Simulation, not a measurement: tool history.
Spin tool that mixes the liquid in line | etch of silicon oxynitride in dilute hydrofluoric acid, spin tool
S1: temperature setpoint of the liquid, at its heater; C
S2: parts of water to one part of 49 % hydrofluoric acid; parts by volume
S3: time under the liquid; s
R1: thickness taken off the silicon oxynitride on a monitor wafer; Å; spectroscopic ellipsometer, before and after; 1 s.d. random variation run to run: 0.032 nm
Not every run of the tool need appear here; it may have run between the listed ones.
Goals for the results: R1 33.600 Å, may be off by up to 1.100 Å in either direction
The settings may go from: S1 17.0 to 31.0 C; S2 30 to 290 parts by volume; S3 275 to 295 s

Run 1, hour 0.0: S1 23.0 C, S2 160 parts by volume, S3 275 s. Result: R1 47.558 Å.
Run 2, hour 6.0: S1 21.0 C, S2 165 parts by volume, S3 275 s. Result: R1 41.967 Å.
Run 3, hour 11.6: S1 20.0 C, S2 170 parts by volume, S3 275 s. Result: R1 38.782 Å.
Run 4, hour 16.6: S1 20.0 C, S2 140 parts by volume, S3 275 s. Result: R1 47.550 Å.
Run 5, hour 17.9: S1 18.0 C, S2 140 parts by volume, S3 275 s. Result: R1 42.458 Å.
Run 6, hour 19.6: S1 17.5 C, S2 150 parts by volume, S3 275 s. Result: R1 38.952 Å.
Run 7, hour 20.8: S1 17.5 C, S2 155 parts by volume, S3 275 s. Result: R1 37.626 Å.
Run 8, hour 27.4: S1 17.5 C, S2 160 parts by volume, S3 275 s. Result: R1 36.398 Å.
Run 9, hour 30.3: S1 17.5 C, S2 165 parts by volume, S3 275 s. Result: R1 35.643 Å.

Pick the move, out of 4, that brings all results within their allowed miss; only one does.
Run A, hour 33.2: S1 18.5 C, S2 170 parts by volume, S3 275 s. Result: R1 ?.
Run B, hour 33.2: S1 17.5 C, S2 175 parts by volume, S3 295 s. Result: R1 ?.
Run C, hour 33.2: S1 18.0 C, S2 165 parts by volume, S3 275 s. Result: R1 ?.
Run D, hour 33.2: S1 17.5 C, S2 170 parts by volume, S3 275 s. Result: R1 ?.

move      R1
   A  35.834
   B  35.480
   C  36.159
   D  34.152
A: misses by more than the last run did
B: closes in on the targets versus the last run, not all within tolerance yet
C: misses by more than the last run did
D: each result inside its tolerance
D meets every target.
